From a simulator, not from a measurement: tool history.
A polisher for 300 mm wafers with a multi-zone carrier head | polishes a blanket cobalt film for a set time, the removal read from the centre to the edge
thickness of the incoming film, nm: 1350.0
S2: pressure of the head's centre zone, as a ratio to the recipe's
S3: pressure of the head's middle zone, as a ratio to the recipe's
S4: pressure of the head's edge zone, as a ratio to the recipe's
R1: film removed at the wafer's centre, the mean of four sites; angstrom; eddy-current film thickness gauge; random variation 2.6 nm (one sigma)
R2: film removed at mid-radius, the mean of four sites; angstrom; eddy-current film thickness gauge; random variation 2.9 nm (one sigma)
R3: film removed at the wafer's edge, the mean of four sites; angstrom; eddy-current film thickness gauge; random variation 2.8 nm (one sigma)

run 1 hour=0 | flow_of_slurry_(ml/min)=305 S2=1 S3=1 S4=1 polishing_time_(s)=63 | R1=4101.2 R2=4050.1 R3=4035.2
run 2 hour=4.4 | flow_of_slurry_(ml/min)=305 S2=1 S3=1 S4=0.96 polishing_time_(s)=63 | R1=4086.8 R2=4014.9 R3=4010.3
run 3 hour=7.8 | flow_of_slurry_(ml/min)=315 S2=1.03 S3=1.01 S4=0.94 polishing_time_(s)=54 | R1=3644.2 R2=3517.3 R3=3426.6
run 4 hour=16.1 | flow_of_slurry_(ml/min)=320 S2=1.05 S3=1.01 S4=0.92 polishing_time_(s)=49 | R1=3349.2 R2=3141.9 R3=3052
run 5 hour=17.9 | flow_of_slurry_(ml/min)=320 S2=1.05 S3=1.01 S4=0.9 polishing_time_(s)=47 | R1=3220.9 R2=2983.5 R3=2932.3
run 6 hour=22.7 | flow_of_slurry_(ml/min)=320 S2=1.06 S3=1.02 S4=0.88 polishing_time_(s)=45 | R1=3059.8 R2=2947.8 R3=2783.8

The next listed run, before its measurement:
run 7 hour=26.2 | flow_of_slurry_(ml/min)=295 S2=1.08 S3=0.94 S4=0.81 polishing_time_(s)=42 | R1=? R2=? R3=?

Run 7 gave R1 2931.6 angstrom, R2 2523.7 angstrom, R3 2516.7 angstrom.
